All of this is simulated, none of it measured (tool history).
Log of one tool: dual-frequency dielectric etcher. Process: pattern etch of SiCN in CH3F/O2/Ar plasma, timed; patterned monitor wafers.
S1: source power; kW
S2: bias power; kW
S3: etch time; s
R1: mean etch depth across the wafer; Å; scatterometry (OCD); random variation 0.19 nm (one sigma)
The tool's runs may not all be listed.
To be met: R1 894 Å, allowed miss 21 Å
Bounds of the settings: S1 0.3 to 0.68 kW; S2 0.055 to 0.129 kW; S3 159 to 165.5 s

{"run": 1, "hour": 0.0, "S1": 0.49, "S2": 0.092, "S3": 159, "R1": 755.08}
{"run": 2, "hour": 6.6, "S1": 0.41, "S2": 0.092, "S3": 159, "R1": 701.89}
{"run": 3, "hour": 7.2, "S1": 0.47, "S2": 0.092, "S3": 159, "R1": 743.96}
{"run": 4, "hour": 12.6, "S1": 0.5, "S2": 0.093, "S3": 159, "R1": 764.74}
{"run": 5, "hour": 20.5, "S1": 0.53, "S2": 0.094, "S3": 159, "R1": 786.31}
{"hour": 25.9, "done": "source power generator calibrated"}
{"run": 6, "hour": 25.9, "S1": 0.53, "S2": 0.081, "S3": 159, "R1": 738.81}
{"run": 7, "hour": 28.9, "S1": 0.55, "S2": 0.084, "S3": 159.5, "R1": 765.44}
{"run": 8, "hour": 32.0, "S1": 0.57, "S2": 0.086, "S3": 160, "R1": 779.73}
{"run": 9, "hour": 35.8, "S1": 0.58, "S2": 0.089, "S3": 160.5, "R1": 799.19}

4 next moves are on the table. One of them brings every result within its allowed miss. Which?
{"run": "A", "hour": 39.6, "S1": 0.64, "S2": 0.084, "S3": 162, "R1": "?"}
{"run": "B", "hour": 39.6, "S1": 0.56, "S2": 0.095, "S3": 165.5, "R1": "?"}
{"run": "C", "hour": 39.6, "S1": 0.67, "S2": 0.103, "S3": 164, "R1": "?"}
{"run": "D", "hour": 39.6, "S1": 0.56, "S2": 0.105, "S3": 165, "R1": "?"}

move=A R1=820.51
move=B R1=822.09
move=C R1=895.86
move=D R1=843.88
A: nearer than the last run, and not there yet
B: nearer than the last run, and not there yet
C: meets every target
D: nearer than the last run, and not there yet
The right move is C.
